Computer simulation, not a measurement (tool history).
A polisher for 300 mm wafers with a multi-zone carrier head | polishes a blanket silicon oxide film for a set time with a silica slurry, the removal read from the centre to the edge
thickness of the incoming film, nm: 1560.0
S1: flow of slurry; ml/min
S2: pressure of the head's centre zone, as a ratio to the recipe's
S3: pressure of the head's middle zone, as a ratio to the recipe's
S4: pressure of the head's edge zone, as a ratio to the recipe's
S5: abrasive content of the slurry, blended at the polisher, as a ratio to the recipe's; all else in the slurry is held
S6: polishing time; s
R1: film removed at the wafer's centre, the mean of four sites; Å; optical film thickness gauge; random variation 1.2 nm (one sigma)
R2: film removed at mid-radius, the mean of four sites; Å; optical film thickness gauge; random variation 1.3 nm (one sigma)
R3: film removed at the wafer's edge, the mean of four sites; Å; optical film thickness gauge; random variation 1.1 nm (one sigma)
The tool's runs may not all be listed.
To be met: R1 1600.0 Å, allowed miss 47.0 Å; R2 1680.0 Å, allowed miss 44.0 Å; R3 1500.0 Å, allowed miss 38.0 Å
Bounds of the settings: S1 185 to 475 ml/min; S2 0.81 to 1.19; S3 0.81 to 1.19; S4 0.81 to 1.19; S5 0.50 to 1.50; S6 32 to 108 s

run	hour	S1	S2	S3	S4	S5	S6	R1	R2	R3
1	0.0	305	1.00	1.00	1.00	1.00	70	2755.9	2745.9	2848.0
2	4.3	305	1.00	1.00	1.00	0.85	70	2511.7	2539.5	2613.9
3	7.3	310	1.00	1.01	0.97	0.80	67	2297.1	2386.5	2354.3
4	15.5	310	1.00	1.01	0.97	0.80	74	2540.2	2628.2	2613.2
5	19.9	315	1.00	1.01	0.95	0.75	71	2345.4	2426.8	2419.5
6	27.7	310	1.01	1.02	0.93	0.70	68	2201.0	2236.7	2193.3
7	32.7	280	0.97	1.07	0.83	0.50	54	1301.3	1440.7	1286.3
# hour 39.8: centre zone pressure recalibrated
8	39.8	365	1.05	1.10	0.92	0.50	54	1513.6	1485.1	1363.7
9	41.1	390	1.03	1.19	1.02	0.65	54	1825.7	1954.8	1744.9
10	47.8	390	1.02	1.17	0.99	0.65	54	1793.3	1924.3	1731.7
11	55.2	325	1.01	1.10	0.89	0.50	54	1425.0	1476.6	1327.8
12	59.7	335	1.01	1.11	0.91	0.50	54	1446.1	1501.0	1357.7

4 next moves are on the table. One of them brings every result within its allowed miss. Which?
A	64.2	325	0.87	1.06	0.95	0.55	55	?	?	?
B	64.2	265	1.07	1.19	1.01	0.55	54	?	?	?
C	64.2	375	1.10	1.19	0.82	0.60	52	?	?	?
D	64.2	285	1.08	1.02	1.04	0.75	45	?	?	?

move	R1	R2	R3
A	1373.8	1599.9	1522.1
B	1622.2	1690.2	1517.7
C	1763.6	1783.9	1445.7
D	1701.5	1558.5	1601.9
A: further off than the last run
B: meets every target
C: takes the result that was furthest off past its target
D: nearer than the last run, and not there yet
Answer: B

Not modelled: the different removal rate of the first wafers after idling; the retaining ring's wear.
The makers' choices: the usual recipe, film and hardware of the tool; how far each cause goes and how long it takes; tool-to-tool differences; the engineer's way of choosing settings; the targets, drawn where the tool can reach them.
